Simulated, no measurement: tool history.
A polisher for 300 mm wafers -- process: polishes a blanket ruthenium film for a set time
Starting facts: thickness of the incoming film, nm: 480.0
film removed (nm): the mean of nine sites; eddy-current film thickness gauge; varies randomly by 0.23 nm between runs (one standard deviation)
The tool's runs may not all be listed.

run,hour,flow of slurry (ml/min),pressure of the wafer on the pad (kPa),speed of the pad under the wafer (m/s),polishing time (s),film removed (nm)
1,0.0,225,11.7,0.94,42,35.595
2,4.7,225,10.3,0.88,42,30.049
3,12.7,205,10.3,0.88,42,29.944
4,21.6,205,9.7,0.82,42,26.019
5,23.7,205,11.7,0.82,42,31.386
6,30.4,205,10.3,0.78,42,27.402
7,36.1,205,9.7,0.74,42,24.685
8,42.7,205,9.0,0.72,42,22.445
9,44.5,205,5.5,0.64,41,12.658

Run 10 comes next. What will it give?
10,53.5,205,6.2,0.64,41,?

{"run 10": {"film removed (nm)": 14.254}}
